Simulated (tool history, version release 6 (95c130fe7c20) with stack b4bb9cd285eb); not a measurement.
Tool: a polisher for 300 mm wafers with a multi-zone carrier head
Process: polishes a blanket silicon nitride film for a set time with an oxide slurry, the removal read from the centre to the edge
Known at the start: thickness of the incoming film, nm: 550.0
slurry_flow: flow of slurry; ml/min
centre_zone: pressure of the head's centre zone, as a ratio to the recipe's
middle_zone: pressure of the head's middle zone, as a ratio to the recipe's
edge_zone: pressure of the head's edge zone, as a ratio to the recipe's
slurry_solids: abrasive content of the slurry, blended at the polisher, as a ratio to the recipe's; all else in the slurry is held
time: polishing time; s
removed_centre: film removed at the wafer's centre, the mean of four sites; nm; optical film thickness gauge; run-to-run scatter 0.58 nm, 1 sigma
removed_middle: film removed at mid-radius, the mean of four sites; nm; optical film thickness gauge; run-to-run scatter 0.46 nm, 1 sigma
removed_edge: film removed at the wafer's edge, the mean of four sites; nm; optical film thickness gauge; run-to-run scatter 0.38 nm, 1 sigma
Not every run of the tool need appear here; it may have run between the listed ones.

| run | day | slurry_flow | centre_zone | middle_zone | edge_zone | slurry_solids | time | removed_centre | removed_middle | removed_edge |
|---|---|---|---|---|---|---|---|---|---|---|
| 1 | 0 | 190 | 1 | 1 | 1 | 1 | 65 | 30.483 | 30.001 | 30.236 |
| 2 | 0.304 | 190 | 1 | 1 | 1 | 1 | 81 | 37.583 | 37.225 | 37.444 |
| 3 | 0.475 | 190 | 1 | 1 | 0.95 | 1 | 81 | 36.995 | 37.448 | 36.531 |
| 4 | 0.575 | 205 | 1 | 1.04 | 0.98 | 1.1 | 81 | 39.738 | 39.826 | 38.793 |
| 5 | 0.95 | 205 | 0.98 | 1.07 | 0.97 | 1.2 | 84 | 41.791 | 43.562 | 40.706 |
| 6 | 1.275 | 205 | 0.95 | 1.07 | 0.97 | 1.2 | 84 | 40.581 | 44.059 | 40.969 |
| 7 | 1.454 | 215 | 0.94 | 1.1 | 0.98 | 1.25 | 86 | 41.488 | 47.289 | 43.014 |

Run 8 is up next; what results do you expect?
| 8 | 1.675 | 225 | 0.95 | 1.12 | 0.99 | 1.3 | 87 | ? | ? | ? |

Run 8 yielded removed_centre 43.427 nm, removed_middle 49.625 nm, removed_edge 44.325 nm.
